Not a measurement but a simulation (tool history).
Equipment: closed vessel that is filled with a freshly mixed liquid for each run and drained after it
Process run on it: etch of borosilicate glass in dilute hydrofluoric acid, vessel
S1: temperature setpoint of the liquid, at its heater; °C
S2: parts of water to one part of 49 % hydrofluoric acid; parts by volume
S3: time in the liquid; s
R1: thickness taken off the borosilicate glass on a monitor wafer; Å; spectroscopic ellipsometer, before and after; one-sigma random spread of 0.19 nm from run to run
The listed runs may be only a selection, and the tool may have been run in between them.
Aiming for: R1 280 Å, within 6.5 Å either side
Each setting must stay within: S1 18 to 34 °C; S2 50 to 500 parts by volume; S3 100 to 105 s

run  hour    S1   S2   S3      R1
  1     0    26  275  100  131.74
  2   7.5    27  275  100  139.36
  3  16.2  27.5  265  100   145.9
  4  21.9    25  265  100  135.39
  5  25.5    25  265  100  134.21
  6    31    26  255  100  145.48
  7  33.8    27  245  100  160.83
  8  42.6  27.5  240  100  164.56
  9    51    28  235  100   173.3
 10  53.6  28.5  230  100  185.13
 11  57.5    29  225  100  190.92
 12  61.6    33  165  100  322.36
 13  63.6  32.5  165  100  312.99
 14  66.5    31  165  100  302.04
 15  69.5    30  165  100  290.17

Which one of the following 5 next-run settings gets every result inside its allowed miss? There is exactly one.
  A  72.5  30.5  170  105   ?
  B  72.5  27.5  145  100   ?
  C  72.5    30  160  105   ?
  D  72.5  30.5  180  105   ?
  E  72.5    34  185  105   ?

move      R1
   A  300.21
   B  310.48
   C  317.44
   D  279.92
   E  304.94
A: lands further from the targets than the last run did
B: lands further from the targets than the last run did
C: lands further from the targets than the last run did
D: every result within its allowed miss
E: lands further from the targets than the last run did
D meets every target.
